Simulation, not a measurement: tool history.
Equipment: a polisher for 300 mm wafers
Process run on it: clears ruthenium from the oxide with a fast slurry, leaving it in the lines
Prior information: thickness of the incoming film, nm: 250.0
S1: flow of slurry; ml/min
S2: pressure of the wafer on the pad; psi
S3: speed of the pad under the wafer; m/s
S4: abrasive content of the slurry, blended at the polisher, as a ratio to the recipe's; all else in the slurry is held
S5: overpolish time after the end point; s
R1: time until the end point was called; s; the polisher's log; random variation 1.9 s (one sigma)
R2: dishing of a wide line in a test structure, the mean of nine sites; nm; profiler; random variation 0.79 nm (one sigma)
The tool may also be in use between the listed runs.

run 1 hour=0 | S1=210 S2=2.6 S3=0.88 S4=1 S5=23 | R1=68.184 R2=63.302
run 2 hour=2.4 | S1=240 S2=2.6 S3=0.88 S4=1 S5=23 | R1=71.787 R2=63.538
run 3 hour=6.4 | S1=240 S2=3.1 S3=0.88 S4=1 S5=23 | R1=59.474 R2=73.065
run 4 hour=14.3 | S1=240 S2=2.8 S3=0.88 S4=1 S5=24 | R1=65.058 R2=70.47
run 5 hour=19.2 | S1=240 S2=2.5 S3=0.88 S4=1 S5=25 | R1=71.41 R2=66.173
run 6 hour=24.8 | S1=240 S2=2.5 S3=0.96 S4=1 S5=25 | R1=66.587 R2=72.283
run 7 hour=30.3 | S1=240 S2=2.3 S3=0.94 S4=1 S5=26 | R1=73.842 R2=67.118

Run 8 is up next; what results do you expect?
run 8 hour=31.8 | S1=240 S2=2.1 S3=0.94 S4=1 S5=27 | R1=? R2=?

Run 8 yielded R1 81.415 s, R2 65.883 nm.
